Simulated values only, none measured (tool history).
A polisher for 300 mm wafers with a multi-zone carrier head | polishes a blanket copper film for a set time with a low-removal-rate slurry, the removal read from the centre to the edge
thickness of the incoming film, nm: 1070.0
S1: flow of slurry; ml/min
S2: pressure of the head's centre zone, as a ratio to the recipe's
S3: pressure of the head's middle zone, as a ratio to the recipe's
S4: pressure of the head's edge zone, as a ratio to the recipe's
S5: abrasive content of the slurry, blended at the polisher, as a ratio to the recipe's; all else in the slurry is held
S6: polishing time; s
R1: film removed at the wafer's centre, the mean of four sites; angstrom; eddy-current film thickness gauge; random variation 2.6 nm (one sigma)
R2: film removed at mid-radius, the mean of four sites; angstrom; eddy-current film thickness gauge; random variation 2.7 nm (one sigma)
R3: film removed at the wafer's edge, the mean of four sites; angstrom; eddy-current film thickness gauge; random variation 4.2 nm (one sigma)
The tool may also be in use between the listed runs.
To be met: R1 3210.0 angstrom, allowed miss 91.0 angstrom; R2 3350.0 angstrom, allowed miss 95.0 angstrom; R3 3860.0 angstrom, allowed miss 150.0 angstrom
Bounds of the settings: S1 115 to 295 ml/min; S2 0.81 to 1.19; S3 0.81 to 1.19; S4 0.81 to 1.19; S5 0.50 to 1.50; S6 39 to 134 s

run,hour,S1,S2,S3,S4,S5,S6,R1,R2,R3
1,0.0,190,1.00,1.00,1.00,1.00,86,2673.9,2775.6,2749.5
2,6.8,190,1.00,1.00,1.00,0.85,86,2558.0,2617.0,2598.4
3,15.8,190,1.00,1.00,1.00,0.85,72,2152.5,2202.3,2159.8
4,18.5,190,1.00,1.00,1.00,0.85,54,1606.0,1652.8,1670.0
5,22.4,195,0.99,0.98,1.06,1.05,66,2070.5,2140.1,2220.1
6,23.8,195,0.98,0.96,1.10,1.20,73,2399.0,2349.4,2561.5
7,32.4,195,0.95,0.96,1.13,1.30,80,2562.8,2706.5,2902.1
8,34.9,195,0.94,0.94,1.15,1.35,85,2697.2,2809.1,3122.5
9,42.5,200,0.93,0.93,1.16,1.40,89,2819.4,2989.3,3313.6
10,49.1,200,0.93,0.92,1.17,1.45,92,2961.9,3073.5,3515.8
11,53.6,210,0.93,0.92,1.18,1.45,93,3006.4,3137.4,3545.0
12,60.4,205,0.93,0.92,1.18,1.45,95,3090.8,3158.5,3672.2
13,68.4,210,0.93,0.92,1.18,1.45,96,3120.1,3241.7,3662.1

4 next moves are on the table. One of them brings every result within its allowed miss. Which?
A,76.4,240,0.91,0.90,1.14,1.50,99,?,?,?
B,76.4,220,1.00,0.94,1.15,1.30,95,?,?,?
C,76.4,215,0.84,0.95,1.19,1.35,102,?,?,?
D,76.4,150,0.85,0.93,1.19,1.05,116,?,?,?

move,R1,R2,R3
A,3205.7,3377.8,3784.5
B,3221.7,3201.3,3482.4
C,2924.1,3498.3,3838.5
D,2995.4,3495.8,3948.7
A: meets every target
B: further off than the last run
C: brings the result that was furthest off to its target, and leaves another outside
D: brings the result that was furthest off to its target, and leaves another outside
Move A is the one to make.

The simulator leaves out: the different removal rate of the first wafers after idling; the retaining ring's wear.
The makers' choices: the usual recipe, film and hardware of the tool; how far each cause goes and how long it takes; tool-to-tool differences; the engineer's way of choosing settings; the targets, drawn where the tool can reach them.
